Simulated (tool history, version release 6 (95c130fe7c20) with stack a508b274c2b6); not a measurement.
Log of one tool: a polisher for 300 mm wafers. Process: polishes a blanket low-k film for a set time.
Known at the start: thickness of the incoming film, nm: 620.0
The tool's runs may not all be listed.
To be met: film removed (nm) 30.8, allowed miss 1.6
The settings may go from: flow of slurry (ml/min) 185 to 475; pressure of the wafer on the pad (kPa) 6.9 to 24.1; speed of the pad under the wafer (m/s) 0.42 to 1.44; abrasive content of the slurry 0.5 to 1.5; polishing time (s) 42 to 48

| run | hour | flow of slurry (ml/min) | pressure of the wafer on the pad (kPa) | speed of the pad under the wafer (m/s) | abrasive content of the slurry | polishing time (s) | film removed (nm) |
|---|---|---|---|---|---|---|---|
| 1 | 0 | 305 | 15.2 | 0.92 | 1 | 48 | 16.579 |
| 2 | 6.7 | 305 | 15.2 | 1.12 | 1 | 48 | 19.348 |
| 3 | 11.6 | 305 | 15.2 | 1 | 1 | 48 | 17.702 |
| 4 | 19.3 | 305 | 15.2 | 1 | 0.8 | 48 | 15.851 |
| 5 | 24.4 | 305 | 16.5 | 1.02 | 0.8 | 48 | 17.239 |
| 6 | 32 | 305 | 16.5 | 1.02 | 0.8 | 48 | 17.045 |
| 7 | 36.7 | 305 | 17.9 | 1.06 | 0.8 | 48 | 18.95 |
| 8 | 37.4 | 305 | 18.6 | 1.1 | 0.8 | 48 | 20.156 |
| 9 | 39.5 | 305 | 19.3 | 1.14 | 0.8 | 48 | 21.216 |
| 10 | 45.9 | 305 | 20 | 1.18 | 0.8 | 48 | 22.763 |
| 11 | 46.8 | 305 | 20.7 | 1.2 | 0.8 | 48 | 23.299 |
| 12 | 55 | 305 | 21.4 | 1.24 | 0.8 | 48 | 24.195 |
| 13 | 60.1 | 305 | 22.1 | 1.28 | 0.8 | 48 | 25.642 |
| 14 | 65.2 | 305 | 22.8 | 1.3 | 0.8 | 48 | 26.567 |
| 15 | 70.6 | 305 | 22.8 | 1.32 | 0.8 | 48 | 27.319 |
| 16 | 79.4 | 305 | 22.8 | 1.34 | 0.8 | 48 | 27.152 |
| 17 | 82.5 | 305 | 22.8 | 1.36 | 0.8 | 48 | 27.91 |
| 18 | 86.1 | 305 | 22.8 | 1.38 | 0.8 | 48 | 28.487 |

Which of these 5 next moves meets every target?
| A | 89.7 | 355 | 22.1 | 1.4 | 0.8 | 44 | ? |
| B | 89.7 | 325 | 22.1 | 1.38 | 1 | 46 | ? |
| C | 89.7 | 310 | 24.1 | 1.38 | 0.75 | 44 | ? |
| D | 89.7 | 205 | 24.1 | 1.38 | 0.8 | 46 | ? |
| E | 89.7 | 240 | 24.1 | 1.26 | 0.85 | 45 | ? |

| move | film removed (nm) |
|---|---|
| A | 25.993 |
| B | 30.487 |
| C | 26.216 |
| D | 27.255 |
| E | 26.327 |
A: further off than the last run
B: meets every target
C: further off than the last run
D: further off than the last run
E: further off than the last run
Move B is the one to make.
